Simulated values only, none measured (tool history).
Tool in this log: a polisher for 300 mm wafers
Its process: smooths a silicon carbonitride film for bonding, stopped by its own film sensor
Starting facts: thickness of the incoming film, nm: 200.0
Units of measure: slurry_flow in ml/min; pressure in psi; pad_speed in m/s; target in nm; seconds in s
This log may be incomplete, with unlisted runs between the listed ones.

run	hour	slurry_flow	pressure	pad_speed	slurry_solids	target	seconds
1	0.0	310	2.1	0.74	1.0	160	260.96
2	2.7	310	1.9	0.74	1.0	160	297.43
3	11.5	310	1.9	0.74	0.9	160	306.05
4	15.4	310	1.8	0.74	0.9	160	320.30
5	22.2	360	1.8	0.74	0.9	160	309.84
6	23.7	395	1.8	0.74	0.9	160	303.51

What will run 7 give?
# hour 26.9: head pressure recalibrated
7	26.9	395	1.7	0.74	0.9	160	?

{"run 7": {"seconds": 306.68}}
